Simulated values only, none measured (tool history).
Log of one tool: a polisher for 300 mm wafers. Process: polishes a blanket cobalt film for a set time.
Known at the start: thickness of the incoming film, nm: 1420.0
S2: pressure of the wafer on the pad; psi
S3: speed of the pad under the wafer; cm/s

run 1 hour=0 | flow_of_slurry_(ml/min)=205 S2=1.7 S3=114 polishing_time_(s)=109 | film_removed_(angstrom)=5082.8
run 2 hour=7.1 | flow_of_slurry_(ml/min)=205 S2=1.7 S3=114 polishing_time_(s)=115 | film_removed_(angstrom)=5307.3
run 3 hour=15.8 | flow_of_slurry_(ml/min)=205 S2=1.6 S3=114 polishing_time_(s)=115 | film_removed_(angstrom)=5047
run 4 hour=19.8 | flow_of_slurry_(ml/min)=205 S2=1.6 S3=114 polishing_time_(s)=115 | film_removed_(angstrom)=5205.2
run 5 hour=25.7 | flow_of_slurry_(ml/min)=205 S2=1.5 S3=114 polishing_time_(s)=115 | film_removed_(angstrom)=4846.9
run 6 hour=31.3 | flow_of_slurry_(ml/min)=240 S2=1.5 S3=114 polishing_time_(s)=115 | film_removed_(angstrom)=4859.1

Run 7 comes next. What will it give?
run 7 hour=33.3 | flow_of_slurry_(ml/min)=240 S2=1.4 S3=114 polishing_time_(s)=115 | film_removed_(angstrom)=?

{"run 7": {"film removed (angstrom)": 4896.2}}

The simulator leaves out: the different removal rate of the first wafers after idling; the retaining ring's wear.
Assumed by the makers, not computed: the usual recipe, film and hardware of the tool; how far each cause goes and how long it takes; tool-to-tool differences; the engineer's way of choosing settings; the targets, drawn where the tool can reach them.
